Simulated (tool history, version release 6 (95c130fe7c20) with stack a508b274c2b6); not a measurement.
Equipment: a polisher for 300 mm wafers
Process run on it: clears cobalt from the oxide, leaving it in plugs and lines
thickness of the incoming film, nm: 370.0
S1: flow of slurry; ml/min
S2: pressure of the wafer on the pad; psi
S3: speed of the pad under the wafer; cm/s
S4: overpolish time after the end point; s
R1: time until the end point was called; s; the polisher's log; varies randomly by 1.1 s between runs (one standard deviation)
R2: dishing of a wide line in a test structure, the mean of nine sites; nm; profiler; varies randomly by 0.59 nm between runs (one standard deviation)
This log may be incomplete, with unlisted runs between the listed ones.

run  hour   S1   S2  S3  S4       R1      R2
  1   0.0  260  2.1  96  29   87.818  58.578
  2   6.7  290  2.1  96  29   86.069  58.513
  3  13.7  230  2.1  96  29   87.538  59.231
  4  19.5  285  2.1  96  23   86.603  52.913
  5  21.7  285  2.1  82  23  101.020  51.181
  6  27.5  315  2.2  82  19   94.832  47.169

Run 7, settings as shown, results not yet in. Your forecast:
  7  33.1  320  2.3  82  17   ?   ?

Run 7 measured R1 89.748 s, R2 46.379 nm.
